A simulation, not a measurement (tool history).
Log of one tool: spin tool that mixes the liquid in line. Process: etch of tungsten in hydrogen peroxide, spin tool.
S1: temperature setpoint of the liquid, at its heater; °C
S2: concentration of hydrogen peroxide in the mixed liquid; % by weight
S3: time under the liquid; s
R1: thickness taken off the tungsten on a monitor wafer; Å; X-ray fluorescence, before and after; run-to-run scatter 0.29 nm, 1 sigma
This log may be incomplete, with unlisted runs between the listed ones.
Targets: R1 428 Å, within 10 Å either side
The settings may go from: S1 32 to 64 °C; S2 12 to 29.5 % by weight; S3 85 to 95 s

run	hour	S1	S2	S3	R1
1	0	48	20	85	827.27
2	8.9	48	20	95	930.57
3	14.5	52.5	20	95	1226.5
4	18.1	52.5	20	95	1244.3
5	21.1	52.5	22	95	1283
6	23.3	55	22	95	1483.8
7	24.3	50.5	22	95	1130.3
8	25	47.5	22	95	944.19
9	32.6	45	22	95	806.53
10	34.3	43	22	95	716.35
11	35.6	41.5	22	95	649.64
12	42	40	22	95	585.6
13	44.2	34	22	95	396.01

4 next moves are on the table. One of them brings every result within its allowed miss. Which?
A	46.4	33.5	22	95	?
B	46.4	36	19.5	95	?
C	46.4	33	29	85	?
D	46.4	33	23	95	?

move	R1
A	383.05
B	426.74
C	380.34
D	378.57
A: moves away from the targets compared with the last run
B: all results land within tolerance of their targets
C: moves away from the targets compared with the last run
D: moves away from the targets compared with the last run
The move that meets every target is B.

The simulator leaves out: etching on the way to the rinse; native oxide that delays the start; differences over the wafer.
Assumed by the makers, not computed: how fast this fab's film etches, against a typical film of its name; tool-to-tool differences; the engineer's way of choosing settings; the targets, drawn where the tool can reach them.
